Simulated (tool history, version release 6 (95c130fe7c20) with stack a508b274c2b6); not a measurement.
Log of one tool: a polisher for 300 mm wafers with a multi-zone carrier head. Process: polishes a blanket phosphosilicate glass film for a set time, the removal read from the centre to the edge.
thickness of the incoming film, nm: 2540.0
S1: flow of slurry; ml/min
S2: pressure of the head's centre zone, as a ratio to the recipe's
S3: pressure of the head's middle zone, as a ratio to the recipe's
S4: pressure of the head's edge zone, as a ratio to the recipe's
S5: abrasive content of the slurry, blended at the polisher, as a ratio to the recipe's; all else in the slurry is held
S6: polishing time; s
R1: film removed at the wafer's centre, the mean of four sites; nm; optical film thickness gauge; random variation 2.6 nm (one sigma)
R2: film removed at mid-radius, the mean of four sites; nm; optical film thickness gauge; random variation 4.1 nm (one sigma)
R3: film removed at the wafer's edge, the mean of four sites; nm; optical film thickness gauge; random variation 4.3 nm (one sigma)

Run 1, day 0: S1 245 ml/min, S2 1, S3 1, S4 1, S5 1, S6 74 s. Result: R1 634.77 nm, R2 629.94 nm, R3 635.96 nm.
Run 2, day 0.067: S1 245 ml/min, S2 1, S3 1, S4 1.06, S5 1, S6 74 s. Result: R1 640.96 nm, R2 625.69 nm, R3 657.3 nm.
Run 3, day 0.342: S1 240 ml/min, S2 0.97, S3 1.01, S4 1.01, S5 0.9, S6 72 s. Result: R1 582.05 nm, R2 595.62 nm, R3 592.17 nm.
Run 4, day 0.6: S1 230 ml/min, S2 0.93, S3 1.02, S4 1, S5 0.8, S6 70 s. Result: R1 508.51 nm, R2 558.09 nm, R3 544.3 nm.
Run 5, day 0.817: S1 230 ml/min, S2 0.93, S3 1.02, S4 1.04, S5 0.8, S6 70 s. Result: R1 518.19 nm, R2 551.11 nm, R3 557.33 nm.
Run 6, day 0.962: S1 225 ml/min, S2 0.91, S3 1.01, S4 1, S5 0.75, S6 70 s. Result: R1 490.94 nm, R2 536.68 nm, R3 536.45 nm.
Run 7, day 1.317: S1 220 ml/min, S2 0.9, S3 1.02, S4 0.97, S5 0.7, S6 69 s. Result: R1 460.14 nm, R2 522.03 nm, R3 505.96 nm.
Run 8, day 1.567: S1 220 ml/min, S2 0.89, S3 1.02, S4 0.94, S5 0.65, S6 69 s. Result: R1 445.05 nm, R2 498.34 nm, R3 492.25 nm.
Run 9, day 1.671: S1 210 ml/min, S2 0.86, S3 1.12, S4 0.84, S5 0.5, S6 64 s. Result: R1 358.62 nm, R2 447.38 nm, R3 385.19 nm.
Run 10, day 1.954: S1 225 ml/min, S2 0.86, S3 1.12, S4 0.86, S5 0.5, S6 64 s. Result: R1 367.57 nm, R2 454.66 nm, R3 388.53 nm.
Run 11, day 2.262: S1 230 ml/min, S2 0.86, S3 1.12, S4 0.88, S5 0.5, S6 64 s. Result: R1 364.79 nm, R2 448.27 nm, R3 392.82 nm.
Run 12, day 2.417: S1 230 ml/min, S2 0.86, S3 1.12, S4 0.89, S5 0.5, S6 64 s. Result: R1 369.77 nm, R2 461.07 nm, R3 388.88 nm.
Run 13, day 2.742: S1 230 ml/min, S2 0.86, S3 1.11, S4 0.9, S5 0.5, S6 64 s. Result: R1 364.71 nm, R2 447.17 nm, R3 397.5 nm.
Run 14, day 3.058: S1 235 ml/min, S2 0.86, S3 1.11, S4 0.91, S5 0.5, S6 64 s. Result: R1 363.24 nm, R2 452.9 nm, R3 393.65 nm.
Run 15, day 3.2: S1 230 ml/min, S2 0.86, S3 1.11, S4 0.92, S5 0.5, S6 64 s. Result: R1 363.31 nm, R2 450.24 nm, R3 393.7 nm.
Run 16, day 3.25: S1 230 ml/min, S2 0.86, S3 1.11, S4 0.92, S5 0.5, S6 64 s. Result: R1 362.73 nm, R2 447.2 nm, R3 396.7 nm.
Run 17, day 3.438: S1 235 ml/min, S2 0.86, S3 1.11, S4 0.93, S5 0.5, S6 64 s. Result: R1 367.44 nm, R2 456.39 nm, R3 398.64 nm.
Run 18, day 3.612: S1 240 ml/min, S2 0.86, S3 1.11, S4 0.94, S5 0.5, S6 64 s. Result: R1 364.34 nm, R2 449.71 nm, R3 406.22 nm.
Run 19, day 3.983: S1 240 ml/min, S2 0.86, S3 1.11, S4 0.94, S5 0.5, S6 64 s. Result: R1 363.53 nm, R2 448.64 nm, R3 404.12 nm.
Run 20, day 4.012: S1 240 ml/min, S2 0.86, S3 1.12, S4 0.95, S5 0.5, S6 64 s. Result: R1 370.34 nm, R2 452.59 nm, R3 407.56 nm.
Run 21, day 4.104: S1 240 ml/min, S2 0.86, S3 1.12, S4 0.95, S5 0.5, S6 64 s. Result: R1 363.04 nm, R2 460.31 nm, R3 408.49 nm.

Run 22 comes next. What will it give?
Run 22, day 4.2: S1 245 ml/min, S2 0.87, S3 1.12, S4 0.96, S5 0.5, S6 64 s. Result: R1 ?, R2 ?, R3 ?.

R1: 367.95 nm
R2: 457.3 nm
R3: 407.6 nm
